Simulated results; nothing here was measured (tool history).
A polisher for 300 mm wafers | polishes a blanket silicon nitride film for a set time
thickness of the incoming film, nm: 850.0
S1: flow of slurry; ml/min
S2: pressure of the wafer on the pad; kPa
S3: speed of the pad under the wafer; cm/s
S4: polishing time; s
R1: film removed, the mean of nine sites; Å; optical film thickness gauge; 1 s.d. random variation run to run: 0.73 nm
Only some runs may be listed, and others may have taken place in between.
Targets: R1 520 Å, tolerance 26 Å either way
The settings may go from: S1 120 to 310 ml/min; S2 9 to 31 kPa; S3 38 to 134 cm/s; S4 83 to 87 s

run,hour,S1,S2,S3,S4,R1
1,0,200,20,86,83,932.79
2,1.3,220,20,86,83,947.95
3,3.7,205,20,86,83,942.39
4,4.8,230,20,86,83,934.78
5,5.4,230,17.9,84,83,851.45
6,13.9,270,17.9,84,83,850.09
7,17.8,270,16.5,82,83,816.36
8,20.7,270,15.2,78,83,735.15
9,24.2,270,13.8,76,83,685.48
10,29.8,270,13.1,74,83,636.34
11,34.9,270,12.4,74,83,640.79
12,42.3,270,11.7,72,83,607.62
13,49.7,270,11,70,83,565.15
14,58.6,270,10.3,70,83,557.06

Of the 5 settings listed for the next run, only one would bring every result within its allowed miss of target. Which one?
A,67.5,255,11,74,83,?
B,67.5,310,9,74,85,?
C,67.5,265,10.3,74,87,?
D,67.5,195,11,64,85,?
E,67.5,270,15.2,58,83,?

move,R1
A,605.23
B,572.55
C,617.11
D,535.15
E,594.03
A: its largest miss is bigger than the last run's
B: its largest miss is bigger than the last run's
C: its largest miss is bigger than the last run's
D: all results land within tolerance of their targets
E: its largest miss is bigger than the last run's
The right move is D.
